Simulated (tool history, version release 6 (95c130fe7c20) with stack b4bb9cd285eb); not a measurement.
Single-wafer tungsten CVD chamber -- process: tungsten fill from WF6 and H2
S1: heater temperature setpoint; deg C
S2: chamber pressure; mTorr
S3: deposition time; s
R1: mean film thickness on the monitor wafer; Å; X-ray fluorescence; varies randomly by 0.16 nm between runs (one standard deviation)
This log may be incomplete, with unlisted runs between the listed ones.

run,hour,S1,S2,S3,R1
1,0.0,380,37000,28.9,589.79
2,7.3,380,32700,28.9,544.58
3,12.8,378,32700,28.9,521.93
4,21.2,389,32700,28.9,666.28
5,22.0,384,32700,28.9,597.06
6,24.4,384,28400,28.9,545.34

Forecast run 7:
7,29.3,375,28300,28.9,?

Run 7 came out at R1 441.70 Å.
